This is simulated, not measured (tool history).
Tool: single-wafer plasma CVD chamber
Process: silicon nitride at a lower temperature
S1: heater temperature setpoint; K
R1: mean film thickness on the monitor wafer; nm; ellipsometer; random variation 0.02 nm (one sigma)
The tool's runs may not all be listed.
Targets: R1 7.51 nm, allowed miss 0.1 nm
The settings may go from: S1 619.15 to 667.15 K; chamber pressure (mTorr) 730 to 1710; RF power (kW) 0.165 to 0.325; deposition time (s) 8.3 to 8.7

Run 1, hour 0: S1 643.15 K, chamber pressure (mTorr) 1220, RF power (kW) 0.245, deposition time (s) 8.7. Result: R1 8.1659 nm.
Run 2, hour 4.8: S1 643.15 K, chamber pressure (mTorr) 1220, RF power (kW) 0.245, deposition time (s) 8.7. Result: R1 8.1651 nm.
Run 3, hour 12.1: S1 643.15 K, chamber pressure (mTorr) 1160, RF power (kW) 0.245, deposition time (s) 8.7. Result: R1 8.0465 nm.
Run 4, hour 13.3: S1 639.15 K, chamber pressure (mTorr) 1160, RF power (kW) 0.245, deposition time (s) 8.7. Result: R1 8.045 nm.
Run 5, hour 21.3: S1 633.15 K, chamber pressure (mTorr) 1160, RF power (kW) 0.245, deposition time (s) 8.7. Result: R1 8.0805 nm.
Run 6, hour 23.4: S1 629.15 K, chamber pressure (mTorr) 1160, RF power (kW) 0.245, deposition time (s) 8.7. Result: R1 8.0644 nm.
Run 7, hour 25.8: S1 629.15 K, chamber pressure (mTorr) 1110, RF power (kW) 0.245, deposition time (s) 8.7. Result: R1 8.0315 nm.
Run 8, hour 33: S1 629.15 K, chamber pressure (mTorr) 1060, RF power (kW) 0.245, deposition time (s) 8.7. Result: R1 7.9612 nm.
Run 9, hour 33.7: S1 629.15 K, chamber pressure (mTorr) 1010, RF power (kW) 0.245, deposition time (s) 8.7. Result: R1 7.8559 nm.
Run 10, hour 35.7: S1 629.15 K, chamber pressure (mTorr) 980, RF power (kW) 0.245, deposition time (s) 8.7. Result: R1 7.8076 nm.
Run 11, hour 38.2: S1 629.15 K, chamber pressure (mTorr) 950, RF power (kW) 0.245, deposition time (s) 8.7. Result: R1 7.7088 nm.
Run 12, hour 43.1: S1 629.15 K, chamber pressure (mTorr) 930, RF power (kW) 0.245, deposition time (s) 8.7. Result: R1 7.6726 nm.

4 next moves are on the table. One of them brings every result within its allowed miss. Which?
Run A, hour 48: S1 635.15 K, chamber pressure (mTorr) 900, RF power (kW) 0.23, deposition time (s) 8.7. Result: R1 ?.
Run B, hour 48: S1 633.15 K, chamber pressure (mTorr) 1200, RF power (kW) 0.235, deposition time (s) 8.5. Result: R1 ?.
Run C, hour 48: S1 629.15 K, chamber pressure (mTorr) 840, RF power (kW) 0.24, deposition time (s) 8.6. Result: R1 ?.
Run D, hour 48: S1 628.15 K, chamber pressure (mTorr) 980, RF power (kW) 0.25, deposition time (s) 8.3. Result: R1 ?.

move      R1
   A  7.3043
   B  7.7506
   C  7.2954
   D  7.4895
A: takes the result that was furthest off past its target
B: further off than the last run
C: takes the result that was furthest off past its target
D: meets every target
Answer: D

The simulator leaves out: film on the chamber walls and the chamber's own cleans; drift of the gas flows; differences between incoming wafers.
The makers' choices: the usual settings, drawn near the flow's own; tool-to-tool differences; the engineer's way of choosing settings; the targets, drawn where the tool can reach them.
